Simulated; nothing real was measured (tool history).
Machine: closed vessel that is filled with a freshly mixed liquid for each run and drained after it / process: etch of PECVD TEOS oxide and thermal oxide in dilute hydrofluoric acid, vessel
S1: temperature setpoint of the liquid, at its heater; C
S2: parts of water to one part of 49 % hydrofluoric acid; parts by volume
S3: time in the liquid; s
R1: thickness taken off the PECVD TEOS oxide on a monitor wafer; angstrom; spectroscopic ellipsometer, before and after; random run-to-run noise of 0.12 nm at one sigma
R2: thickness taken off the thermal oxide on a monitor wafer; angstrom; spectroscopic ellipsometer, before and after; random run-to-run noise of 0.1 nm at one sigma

run    day    S1  S2  S3      R1      R2
  1      0    24  50  80  190.25  93.657
  2   0.25    24  35  80  276.64  136.95
  3  0.508    24  30  80  324.11  162.43
  4  0.888    24  30  45  182.39  91.896
     1.042  -- hydrofluoric acid flow meter replaced
  5  1.042    26  30  45  179.61  87.654
  6  1.188    26  25  45  216.48   105.8
  7  1.346  25.5  25  45  210.33  104.34

Run 8, settings as shown, results not yet in. Your forecast:
  8  1.638  25.5  20  45   ?   ?

Run 8 yielded R1 263.88 angstrom, R2 131.25 angstrom.

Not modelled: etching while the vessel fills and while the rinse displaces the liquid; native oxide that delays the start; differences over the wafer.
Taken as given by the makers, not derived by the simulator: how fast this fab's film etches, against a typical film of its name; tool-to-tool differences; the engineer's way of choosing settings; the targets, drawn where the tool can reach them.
